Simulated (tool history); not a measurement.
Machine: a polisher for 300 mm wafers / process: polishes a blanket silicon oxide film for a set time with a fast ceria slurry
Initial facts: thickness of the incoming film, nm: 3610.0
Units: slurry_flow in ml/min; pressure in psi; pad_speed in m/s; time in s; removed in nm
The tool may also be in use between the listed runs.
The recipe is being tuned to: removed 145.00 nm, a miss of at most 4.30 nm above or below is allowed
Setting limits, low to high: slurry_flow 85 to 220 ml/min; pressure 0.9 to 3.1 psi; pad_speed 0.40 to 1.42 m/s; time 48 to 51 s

{"run": 1, "hour": 0.0, "slurry_flow": 140, "pressure": 2.0, "pad_speed": 0.9, "time": 48, "removed": 381.42}
{"run": 2, "hour": 2.8, "slurry_flow": 135, "pressure": 1.7, "pad_speed": 0.82, "time": 48, "removed": 302.02}
{"run": 3, "hour": 9.6, "slurry_flow": 135, "pressure": 1.7, "pad_speed": 0.94, "time": 48, "removed": 350.04}
{"run": 4, "hour": 14.4, "slurry_flow": 100, "pressure": 1.7, "pad_speed": 0.94, "time": 48, "removed": 321.64}
{"run": 5, "hour": 16.6, "slurry_flow": 95, "pressure": 1.5, "pad_speed": 0.84, "time": 48, "removed": 259.79}
{"run": 6, "hour": 21.9, "slurry_flow": 95, "pressure": 1.0, "pad_speed": 0.84, "time": 48, "removed": 190.85}
{"run": 7, "hour": 27.7, "slurry_flow": 95, "pressure": 1.0, "pad_speed": 0.8, "time": 48, "removed": 185.34}
{"run": 8, "hour": 35.3, "slurry_flow": 95, "pressure": 1.0, "pad_speed": 0.76, "time": 48, "removed": 175.1}
{"run": 9, "hour": 43.6, "slurry_flow": 95, "pressure": 1.0, "pad_speed": 0.74, "time": 48, "removed": 171.43}
{"run": 10, "hour": 50.9, "slurry_flow": 90, "pressure": 0.9, "pad_speed": 0.62, "time": 48, "removed": 130.87}
{"run": 11, "hour": 52.1, "slurry_flow": 100, "pressure": 0.9, "pad_speed": 0.62, "time": 48, "removed": 135.38}
{"run": 12, "hour": 58.2, "slurry_flow": 105, "pressure": 0.9, "pad_speed": 0.62, "time": 48, "removed": 136.92}
{"run": 13, "hour": 65.3, "slurry_flow": 110, "pressure": 0.9, "pad_speed": 0.62, "time": 48, "removed": 139.34}
{"hour": 67.0, "done": "worn pad replaced by a new one"}
{"run": 14, "hour": 67.0, "slurry_flow": 115, "pressure": 0.9, "pad_speed": 0.62, "time": 48, "removed": 149.52}

Exercise: of the 5 proposed moves below, exactly one satisfies all targets within the stated allowed misses. Which move is it?
{"run": "A", "hour": 68.7, "slurry_flow": 90, "pressure": 1.0, "pad_speed": 0.6, "time": 51, "removed": "?"}
{"run": "B", "hour": 68.7, "slurry_flow": 105, "pressure": 0.9, "pad_speed": 0.58, "time": 48, "removed": "?"}
{"run": "C", "hour": 68.7, "slurry_flow": 100, "pressure": 1.0, "pad_speed": 0.58, "time": 51, "removed": "?"}
{"run": "D", "hour": 68.7, "slurry_flow": 110, "pressure": 1.1, "pad_speed": 0.48, "time": 49, "removed": "?"}
{"run": "E", "hour": 68.7, "slurry_flow": 165, "pressure": 1.0, "pad_speed": 0.48, "time": 51, "removed": "?"}

move=A removed=155.60
move=B removed=138.46
move=C removed=155.72
move=D removed=137.18
move=E removed=145.70
A: moves away from the targets compared with the last run
B: the result that was furthest off in the last run now lies on the other side of its target
C: moves away from the targets compared with the last run
D: the result that was furthest off in the last run now lies on the other side of its target
E: meets every target
Correct choice: E, which meets every target
